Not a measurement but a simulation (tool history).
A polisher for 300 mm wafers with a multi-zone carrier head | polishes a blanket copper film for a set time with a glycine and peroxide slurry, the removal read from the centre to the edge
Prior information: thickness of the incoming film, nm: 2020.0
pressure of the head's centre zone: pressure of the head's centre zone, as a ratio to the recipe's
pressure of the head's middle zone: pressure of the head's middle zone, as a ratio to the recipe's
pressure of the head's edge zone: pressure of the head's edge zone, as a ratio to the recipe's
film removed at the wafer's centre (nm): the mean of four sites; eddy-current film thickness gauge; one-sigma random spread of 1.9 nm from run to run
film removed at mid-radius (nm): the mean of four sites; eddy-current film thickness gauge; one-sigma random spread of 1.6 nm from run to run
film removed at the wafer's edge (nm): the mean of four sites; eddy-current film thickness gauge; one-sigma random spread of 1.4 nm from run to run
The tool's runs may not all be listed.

run	hour	flow of slurry (ml/min)	pressure of the head's centre zone	pressure of the head's middle zone	pressure of the head's edge zone	polishing time (s)	film removed at the wafer's centre (nm)	film removed at mid-radius (nm)	film removed at the wafer's edge (nm)
1	0	240	1	1	1	40	243.64	241.98	251.61
2	1.1	240	1	1.03	1	40	251.57	255.23	251.9
3	5.6	240	0.92	1.03	1	40	228.4	258.23	258.24
4	11.8	210	0.92	1.03	1	40	221.76	250.08	245.87
5	19.7	210	0.85	1.03	1	40	208.55	249.64	249.09
6	21.1	160	0.85	1.03	1	40	194.32	241.93	236.36
7	28.8	155	0.93	0.97	0.96	34	179.29	188.06	201.72
8	37.5	150	0.98	0.95	0.92	29	163.07	155.83	165.2
9	39.8	155	1	0.93	0.9	26	152.43	140.63	146.58

Estimate the outcome of run 10 from the log above:
10	45.8	155	1.01	0.9	0.88	25	?	?	?

film removed at the wafer's centre (nm): 144.01
film removed at mid-radius (nm): 132.3
film removed at the wafer's edge (nm): 138.55
